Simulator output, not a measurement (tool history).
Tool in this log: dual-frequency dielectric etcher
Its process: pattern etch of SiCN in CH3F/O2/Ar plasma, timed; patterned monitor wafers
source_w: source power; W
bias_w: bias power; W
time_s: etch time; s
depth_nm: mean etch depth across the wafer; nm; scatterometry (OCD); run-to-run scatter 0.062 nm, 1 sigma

Run 1, hour 0: source_w 500 W, bias_w 68 W, time_s 42 s. Result: depth_nm 14.959 nm.
Run 2, hour 0.5: source_w 510 W, bias_w 69 W, time_s 42 s. Result: depth_nm 15.141 nm.
Run 3, hour 5.3: source_w 520 W, bias_w 70 W, time_s 42 s. Result: depth_nm 15.443 nm.
Run 4, hour 12: source_w 530 W, bias_w 70 W, time_s 42 s. Result: depth_nm 15.426 nm.
Run 5, hour 15.7: source_w 530 W, bias_w 70 W, time_s 42 s. Result: depth_nm 15.336 nm.
Run 6, hour 22.7: source_w 530 W, bias_w 70 W, time_s 39 s. Result: depth_nm 14.282 nm.
Run 7, hour 24.9: source_w 540 W, bias_w 72 W, time_s 39.5 s. Result: depth_nm 14.695 nm.

What does the tool deliver on the next run?
Run 8, hour 29.7: source_w 550 W, bias_w 74 W, time_s 40 s. Result: depth_nm ?.

depth_nm: 15.273 nm
